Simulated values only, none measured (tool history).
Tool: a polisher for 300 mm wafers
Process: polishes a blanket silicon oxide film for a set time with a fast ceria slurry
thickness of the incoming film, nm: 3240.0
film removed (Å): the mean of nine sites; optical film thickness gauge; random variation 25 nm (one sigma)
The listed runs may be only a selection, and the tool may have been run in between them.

| run | day | flow of slurry (ml/min) | pressure of the wafer on the pad (kPa) | speed of the pad under the wafer (cm/s) | polishing time (s) | film removed (Å) |
|---|---|---|---|---|---|---|
| 1 | 0.000 | 315 | 20.7 | 102 | 93 | 13673 |
| 2 | 0.375 | 315 | 22.1 | 102 | 93 | 14265 |
| 3 | 0.475 | 315 | 23.4 | 102 | 93 | 15031 |
| 4 | 0.796 | 315 | 23.4 | 78 | 93 | 13112 |
| 5 | 1.038 | 315 | 25.5 | 80 | 93 | 13993 |
| 6 | 1.067 | 350 | 25.5 | 80 | 93 | 14240 |
| 7 | 1.112 | 350 | 26.9 | 82 | 93 | 15360 |

Run 8 has not been measured yet. What should we expect?
| 8 | 1.158 | 350 | 28.3 | 84 | 93 | ? |

film removed (Å): 16011
